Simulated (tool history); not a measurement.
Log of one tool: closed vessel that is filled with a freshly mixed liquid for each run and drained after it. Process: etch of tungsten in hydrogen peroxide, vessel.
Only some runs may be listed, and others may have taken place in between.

run  hour  temperature setpoint of the liquid (C)  concentration of hydrogen peroxide in the mixed liquid (% by weight)  time in the liquid (s)  thickness taken off the tungsten on a monitor wafer (nm)
  1     0                                      51                                                                  25.5                      30                                                    30.561
  2   1.9                                    53.5                                                                  25.5                      30                                                    35.425
  3   8.9                                    55.5                                                                  25.5                      30                                                    39.208
  4  15.7                                    55.5                                                                  25.5                      30                                                    39.729
  5  16.7                                    55.5                                                                  23.5                      30                                                    38.697
  6  18.4                                    55.5                                                                    26                      30                                                    40.289
  7  20.5                                      57                                                                    26                      30                                                    44.148
  8  24.8                                      58                                                                    26                      30                                                    46.287
  9  29.1                                      59                                                                    26                      30                                                    49.169
 10  33.2                                    59.5                                                                    26                      30                                                    50.322
 11  37.3                                      60                                                                    26                      30                                                    53.114
 12  39.7                                    60.5                                                                    26                      30                                                    54.263

What does the tool deliver on the next run?
 13  48.3                                      61                                                                    26                      30                                                         ?

thickness taken off the tungsten on a monitor wafer (nm): 56.007

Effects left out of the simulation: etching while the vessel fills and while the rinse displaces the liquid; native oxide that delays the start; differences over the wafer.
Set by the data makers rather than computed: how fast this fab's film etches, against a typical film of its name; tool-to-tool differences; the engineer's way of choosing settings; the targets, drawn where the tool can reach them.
